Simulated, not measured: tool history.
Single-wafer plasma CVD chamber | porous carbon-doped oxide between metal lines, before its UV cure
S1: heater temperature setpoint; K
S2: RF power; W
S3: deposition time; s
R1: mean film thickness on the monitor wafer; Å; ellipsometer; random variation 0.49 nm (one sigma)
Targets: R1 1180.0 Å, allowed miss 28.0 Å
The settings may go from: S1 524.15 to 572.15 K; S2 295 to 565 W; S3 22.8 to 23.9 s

run 1 hour=0.0 | S1=548.15 S2=430 S3=23.9 | R1=1531.9
run 2 hour=7.3 | S1=550.15 S2=420 S3=23.8 | R1=1485.0
run 3 hour=14.4 | S1=550.15 S2=375 S3=23.8 | R1=1345.7
run 4 hour=22.9 | S1=552.15 S2=375 S3=23.8 | R1=1340.7
run 5 hour=25.8 | S1=554.15 S2=370 S3=23.8 | R1=1296.2
run 6 hour=33.3 | S1=562.15 S2=370 S3=23.8 | R1=1239.9
run 7 hour=39.8 | S1=563.15 S2=370 S3=23.8 | R1=1225.7
run 8 hour=46.8 | S1=563.15 S2=370 S3=23.8 | R1=1222.3
run 9 hour=53.3 | S1=564.15 S2=370 S3=23.8 | R1=1219.4

4 next moves are on the table. One of them brings every result within its allowed miss. Which?
run A hour=59.8 | S1=555.15 S2=380 S3=22.8 | R1=?
run B hour=59.8 | S1=561.15 S2=360 S3=22.9 | R1=?
run C hour=59.8 | S1=560.15 S2=380 S3=22.9 | R1=?
run D hour=59.8 | S1=559.15 S2=375 S3=23.7 | R1=?

move=A R1=1269.4
move=B R1=1176.5
move=C R1=1234.1
move=D R1=1271.0
A: further off than the last run
B: meets every target
C: further off than the last run
D: further off than the last run
Answer: B
